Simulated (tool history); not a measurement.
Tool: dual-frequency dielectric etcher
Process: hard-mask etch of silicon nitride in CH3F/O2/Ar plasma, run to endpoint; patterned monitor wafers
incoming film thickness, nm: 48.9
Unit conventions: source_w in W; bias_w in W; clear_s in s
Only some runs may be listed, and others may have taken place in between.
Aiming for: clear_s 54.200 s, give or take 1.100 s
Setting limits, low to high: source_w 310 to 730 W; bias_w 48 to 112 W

| run | day | source_w | bias_w | clear_s |
|---|---|---|---|---|
| 1 | 0.000 | 520 | 80 | 58.813 |
| 2 | 0.217 | 540 | 81 | 57.837 |
| 3 | 0.292 | 560 | 82 | 57.554 |
| 4 | 0.546 | 580 | 84 | 56.280 |
| 5 | 0.638 | 490 | 84 | 59.758 |
| 6 | 0.883 | 520 | 85 | 57.795 |
| 7 | 1.221 | 540 | 86 | 58.003 |
| 8 | 1.388 | 570 | 87 | 55.981 |
| 9 | 1.700 | 580 | 88 | 55.314 |
| 10 | 2.033 | 590 | 88 | 55.497 |

Of the 4 settings listed for the next run, only one would bring every result within its allowed miss of target. Which one?
| A | 2.367 | 530 | 88 | ? |
| B | 2.367 | 560 | 88 | ? |
| C | 2.367 | 610 | 93 | ? |
| D | 2.367 | 560 | 85 | ? |

| move | clear_s |
|---|---|
| A | 57.224 |
| B | 56.252 |
| C | 53.880 |
| D | 56.817 |
A: moves away from the targets compared with the last run
B: moves away from the targets compared with the last run
C: meets every target
D: moves away from the targets compared with the last run
C meets every target.

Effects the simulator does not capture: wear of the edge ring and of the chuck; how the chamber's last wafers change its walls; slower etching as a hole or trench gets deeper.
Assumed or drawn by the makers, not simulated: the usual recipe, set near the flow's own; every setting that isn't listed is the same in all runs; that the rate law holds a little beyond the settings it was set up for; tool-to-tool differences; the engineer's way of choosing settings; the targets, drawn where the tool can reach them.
